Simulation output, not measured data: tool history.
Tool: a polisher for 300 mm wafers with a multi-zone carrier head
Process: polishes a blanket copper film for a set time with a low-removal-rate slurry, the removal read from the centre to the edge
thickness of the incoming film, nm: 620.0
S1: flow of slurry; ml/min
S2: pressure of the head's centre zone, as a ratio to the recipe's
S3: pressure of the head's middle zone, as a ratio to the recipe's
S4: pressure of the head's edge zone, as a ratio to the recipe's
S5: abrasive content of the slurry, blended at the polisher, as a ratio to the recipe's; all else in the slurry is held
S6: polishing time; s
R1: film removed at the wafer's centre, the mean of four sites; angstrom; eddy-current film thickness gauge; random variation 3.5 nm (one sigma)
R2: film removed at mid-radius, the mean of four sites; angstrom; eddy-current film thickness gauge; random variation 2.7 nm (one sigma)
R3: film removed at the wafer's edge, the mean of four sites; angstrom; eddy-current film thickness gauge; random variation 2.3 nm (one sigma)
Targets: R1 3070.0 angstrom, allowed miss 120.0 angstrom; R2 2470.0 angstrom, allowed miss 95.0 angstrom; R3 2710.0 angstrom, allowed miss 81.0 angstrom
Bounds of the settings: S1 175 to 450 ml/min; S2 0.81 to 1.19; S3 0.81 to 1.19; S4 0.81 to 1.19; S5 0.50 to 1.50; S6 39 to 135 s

run    day   S1    S2    S3    S4    S5   S6      R1      R2      R3
  1  0.000  290  1.00  1.00  1.00  1.00   87  2501.3  2609.8  2542.1
  2  0.071  290  1.00  1.00  1.00  1.00   96  2806.3  2848.3  2786.8
  3  0.300  285  1.02  0.97  0.99  1.00   96  2839.8  2756.7  2809.1
  4  0.592  285  1.02  0.97  0.95  1.00   96  2920.5  2753.6  2756.7
  5  0.896  280  1.03  0.95  0.94  1.00   96  2896.6  2670.4  2691.1
  6  1.021  280  1.03  0.95  0.94  1.00  117  3598.4  3292.9  3352.7
  7  1.183  275  1.03  0.93  0.92  0.90  116  3365.0  3133.7  3195.4
  8  1.246  270  1.05  0.91  0.90  0.85  115  3410.7  2971.5  2993.4
  9  1.392  270  1.05  0.91  0.90  0.85  115  3266.8  2911.7  3068.7
 10  1.488  265  1.06  0.90  0.88  0.80  114  3304.6  2818.9  2930.5
 11  1.608  260  1.06  0.88  0.87  0.80  114  3179.3  2759.6  2906.1
 12  1.862  255  1.07  0.87  0.86  0.80  114  3270.2  2788.0  2935.1
 13  1.979  255  1.08  0.86  0.86  0.75  114  3228.8  2676.5  2845.0
 14  2.262  255  1.08  0.85  0.85  0.75  114  3223.1  2641.2  2849.9
 15  2.538  255  1.08  0.84  0.84  0.75  114  3269.5  2578.1  2800.2
 16  2.892  250  1.07  0.84  0.83  0.75  114  3139.9  2605.7  2781.9
 17  2.921  250  1.07  0.83  0.83  0.75  114  3196.4  2596.6  2801.0
 18  3.238  245  1.07  0.83  0.83  0.75  114  3155.0  2583.2  2764.6

Which of these 4 next moves meets every target?
  A  3.554  280  1.16  0.81  0.84  0.90  105   ?   ?   ?
  B  3.554  440  1.10  0.84  0.92  0.55  115   ?   ?   ?
  C  3.554  235  1.14  0.84  0.91  0.50  132   ?   ?   ?
  D  3.554  220  1.03  0.89  0.92  0.65  119   ?   ?   ?

move      R1      R2      R3
   A  3391.4  2515.1  2777.7
   B  3106.1  2483.5  2737.1
   C  3312.5  2577.1  2867.7
   D  2988.9  2682.2  2861.7
A: brings the result that was furthest off to its target, and leaves another outside
B: meets every target
C: further off than the last run
D: further off than the last run
The right move is B.
